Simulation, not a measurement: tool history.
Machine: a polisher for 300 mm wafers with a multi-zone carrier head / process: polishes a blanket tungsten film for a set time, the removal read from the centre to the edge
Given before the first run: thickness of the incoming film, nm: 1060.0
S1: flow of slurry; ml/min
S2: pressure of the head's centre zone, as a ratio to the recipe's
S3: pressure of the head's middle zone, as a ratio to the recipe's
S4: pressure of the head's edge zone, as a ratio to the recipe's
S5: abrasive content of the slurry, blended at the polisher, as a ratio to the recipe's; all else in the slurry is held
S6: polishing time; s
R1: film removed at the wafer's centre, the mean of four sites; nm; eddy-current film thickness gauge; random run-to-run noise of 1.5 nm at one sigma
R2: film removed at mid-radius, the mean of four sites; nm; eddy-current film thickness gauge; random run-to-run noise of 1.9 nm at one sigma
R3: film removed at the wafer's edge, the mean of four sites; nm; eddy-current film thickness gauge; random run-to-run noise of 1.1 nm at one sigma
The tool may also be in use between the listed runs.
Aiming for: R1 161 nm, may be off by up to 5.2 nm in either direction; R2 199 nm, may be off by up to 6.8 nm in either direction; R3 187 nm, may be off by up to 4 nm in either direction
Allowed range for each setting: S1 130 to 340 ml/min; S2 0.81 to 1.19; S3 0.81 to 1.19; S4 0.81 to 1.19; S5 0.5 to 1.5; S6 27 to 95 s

run 1 hour=0 | S1=220 S2=1 S3=1 S4=1 S5=1 S6=61 | R1=245.99 R2=247.97 R3=242.65
run 2 hour=0.9 | S1=210 S2=0.96 S3=1 S4=0.98 S5=0.9 S6=60 | R1=223.38 R2=232.64 R3=229.01
run 3 hour=4 | S1=210 S2=0.9 S3=1 S4=0.98 S5=0.9 S6=60 | R1=212.19 R2=228.54 R3=228.4
run 4 hour=5.9 | S1=210 S2=0.9 S3=1 S4=0.98 S5=0.7 S6=60 | R1=196.31 R2=217.43 R3=211.62
run 5 hour=14.1 | S1=200 S2=0.88 S3=1.01 S4=0.97 S5=0.65 S6=60 | R1=184.96 R2=210.69 R3=204.87
run 6 hour=14.9 | S1=165 S2=0.88 S3=1.01 S4=0.97 S5=0.65 S6=60 | R1=175.84 R2=202.08 R3=200
run 7 hour=19.4 | S1=160 S2=0.87 S3=1.02 S4=0.96 S5=0.65 S6=60 | R1=175.78 R2=203.54 R3=197
run 8 hour=27 | S1=155 S2=0.86 S3=1.03 S4=0.95 S5=0.65 S6=60 | R1=172.34 R2=204.88 R3=195.36
run 9 hour=28.3 | S1=150 S2=0.85 S3=1.03 S4=0.94 S5=0.65 S6=60 | R1=165.7 R2=201.53 R3=192.33

Which one of the following 4 next-run settings gets every result inside its allowed miss? There is exactly one.
run A hour=29.6 | S1=160 S2=0.87 S3=0.96 S4=0.94 S5=0.7 S6=59 | R1=? R2=? R3=?
run B hour=29.6 | S1=155 S2=0.82 S3=1.02 S4=0.9 S5=0.5 S6=64 | R1=? R2=? R3=?
run C hour=29.6 | S1=155 S2=0.86 S3=1.04 S4=0.91 S5=0.65 S6=62 | R1=? R2=? R3=?
run D hour=29.6 | S1=165 S2=0.81 S3=1 S4=1.01 S5=0.7 S6=59 | R1=? R2=? R3=?

move=A R1=176.97 R2=194.11 R3=196.1
move=B R1=160.84 R2=197.26 R3=185.73
move=C R1=178.3 R2=211.8 R3=197.15
move=D R1=165.89 R2=202.22 R3=203.76
A: lands further from the targets than the last run did
B: all results land within tolerance of their targets
C: lands further from the targets than the last run did
D: lands further from the targets than the last run did
B is the move that brings every result within its allowed miss.
